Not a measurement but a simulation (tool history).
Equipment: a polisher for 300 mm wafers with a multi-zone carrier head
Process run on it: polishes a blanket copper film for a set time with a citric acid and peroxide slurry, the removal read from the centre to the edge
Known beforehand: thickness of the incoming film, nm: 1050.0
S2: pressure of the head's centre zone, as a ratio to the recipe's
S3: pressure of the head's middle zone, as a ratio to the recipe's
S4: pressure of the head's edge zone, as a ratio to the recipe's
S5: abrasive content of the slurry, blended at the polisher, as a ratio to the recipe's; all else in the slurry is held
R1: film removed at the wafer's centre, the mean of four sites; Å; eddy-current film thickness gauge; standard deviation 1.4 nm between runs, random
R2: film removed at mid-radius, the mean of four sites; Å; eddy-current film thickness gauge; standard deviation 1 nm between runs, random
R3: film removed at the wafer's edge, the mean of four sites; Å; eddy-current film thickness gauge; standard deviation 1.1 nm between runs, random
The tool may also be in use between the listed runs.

run 1 day=0 | flow_of_slurry_(ml/min)=180 S2=1 S3=1 S4=1 S5=1 polishing_time_(s)=54 | R1=1410.6 R2=1422.1 R3=1418.7
run 2 day=0.192 | flow_of_slurry_(ml/min)=180 S2=1 S3=1 S4=1 S5=1 polishing_time_(s)=60 | R1=1607.3 R2=1547.5 R3=1636.9
run 3 day=0.454 | flow_of_slurry_(ml/min)=180 S2=1.06 S3=1 S4=1 S5=1 polishing_time_(s)=60 | R1=1701.2 R2=1579.3 R3=1588.8
run 4 day=0.671 | flow_of_slurry_(ml/min)=160 S2=1.06 S3=1 S4=1 S5=1 polishing_time_(s)=60 | R1=1680.7 R2=1541.6 R3=1587.1
run 5 day=1.025 | flow_of_slurry_(ml/min)=150 S2=1.04 S3=0.95 S4=1.01 S5=0.9 polishing_time_(s)=56 | R1=1469.6 R2=1331.2 R3=1441.3
run 6 day=1.092 | flow_of_slurry_(ml/min)=140 S2=1.03 S3=0.91 S4=1.01 S5=0.8 polishing_time_(s)=53 | R1=1353.3 R2=1207.8 R3=1324.7
run 7 day=1.321 | flow_of_slurry_(ml/min)=130 S2=1.02 S3=0.88 S4=1.04 S5=0.75 polishing_time_(s)=50 | R1=1197.1 R2=1073.4 R3=1233.8
run 8 day=1.625 | flow_of_slurry_(ml/min)=125 S2=1.02 S3=0.86 S4=1.05 S5=0.7 polishing_time_(s)=49 | R1=1155.1 R2=979.23 R3=1218

For run 9, what comes out?
run 9 day=1.7 | flow_of_slurry_(ml/min)=125 S2=1.01 S3=0.85 S4=1.04 S5=0.65 polishing_time_(s)=48 | R1=? R2=? R3=?

Logged for run 9: R1 1105.3 Å, R2 950.91 Å, R3 1164.4 Å.
